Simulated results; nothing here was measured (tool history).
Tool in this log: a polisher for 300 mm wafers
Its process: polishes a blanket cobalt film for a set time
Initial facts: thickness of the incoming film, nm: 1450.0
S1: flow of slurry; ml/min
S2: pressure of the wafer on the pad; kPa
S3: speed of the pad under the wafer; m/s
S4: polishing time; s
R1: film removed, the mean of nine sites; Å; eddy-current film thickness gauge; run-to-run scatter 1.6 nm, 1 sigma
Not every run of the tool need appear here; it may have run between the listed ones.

run,hour,S1,S2,S3,S4,R1
1,0,220,11.7,1.24,43,2497.4
2,4.7,220,11.7,1.24,43,2511.7
3,6,220,11.7,1.24,43,2560.6
4,7.5,220,11,1.24,43,2420.5
5,9.2,185,11,1.24,43,2294.4
6,11.6,185,11,1.44,43,2669.7
7,12.9,180,7.6,1.42,43,1812.7
8,18,175,7.6,1.42,43,1806
9,19.9,170,7.6,1.42,43,1805

Run 10 has not been measured yet. What should we expect?
10,25,165,7.6,1.42,43,?

R1: 1813.8 Å
